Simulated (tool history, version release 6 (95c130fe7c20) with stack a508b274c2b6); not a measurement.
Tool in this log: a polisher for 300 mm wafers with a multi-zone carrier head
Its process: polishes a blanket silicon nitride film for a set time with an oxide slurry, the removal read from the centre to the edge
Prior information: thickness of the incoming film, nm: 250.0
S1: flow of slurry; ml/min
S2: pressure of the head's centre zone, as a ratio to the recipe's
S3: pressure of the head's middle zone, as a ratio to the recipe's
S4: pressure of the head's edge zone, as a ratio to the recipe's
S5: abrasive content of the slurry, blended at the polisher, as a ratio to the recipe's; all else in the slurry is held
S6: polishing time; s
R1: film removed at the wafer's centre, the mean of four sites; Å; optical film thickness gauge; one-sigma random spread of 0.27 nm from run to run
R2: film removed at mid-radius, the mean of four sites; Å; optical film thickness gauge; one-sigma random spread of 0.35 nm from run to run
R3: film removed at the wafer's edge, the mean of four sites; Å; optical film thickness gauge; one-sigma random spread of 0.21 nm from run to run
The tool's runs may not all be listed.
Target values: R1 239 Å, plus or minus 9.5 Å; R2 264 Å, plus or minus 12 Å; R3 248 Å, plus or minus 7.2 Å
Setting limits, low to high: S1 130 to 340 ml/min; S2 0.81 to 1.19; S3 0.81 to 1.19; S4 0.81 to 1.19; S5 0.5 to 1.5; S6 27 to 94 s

run,hour,S1,S2,S3,S4,S5,S6,R1,R2,R3
1,0,220,1,1,1,1,60,395.49,400.01,392.5
2,3.7,220,1,1,1,1,70,449.65,464.03,450.93
3,6,215,0.97,1,0.97,0.85,65,392.04,392.25,395
4,7.6,215,0.94,1.04,0.95,0.75,59,320.19,359.21,333.65
5,12.3,215,0.98,1.04,0.95,0.75,59,342.79,367,335.04
6,20.3,210,0.96,1.03,0.93,0.7,56,301.04,330.3,305.58
7,28.3,205,0.95,1.02,0.91,0.65,55,292.5,310.55,286.22
8,32,195,0.92,1.01,0.89,0.6,55,271.01,289.48,272.66
9,40.2,185,0.9,1.01,0.87,0.6,55,266.4,292.17,270.64
10,46.3,180,0.89,1,0.86,0.55,55,254.53,279.26,257.92

Which one of the following 4 next-run settings gets every result inside its allowed miss? There is exactly one.
A,52.4,220,0.89,0.99,0.88,0.55,52,?,?,?
B,52.4,185,0.81,1.12,0.81,0.5,56,?,?,?
C,52.4,190,0.95,0.82,0.88,0.6,56,?,?,?
D,52.4,175,1.02,1.07,0.86,0.5,56,?,?,?

move,R1,R2,R3
A,234.24,266.08,246.01
B,220.07,300.66,241.72
C,271.94,250.7,272.68
D,265.33,287.25,247.35
A: in spec on every target
B: takes the biggest miss from the last run beyond its target
C: the biggest miss grows against the last run
D: the biggest miss grows against the last run
A is the move that brings every result within its allowed miss.
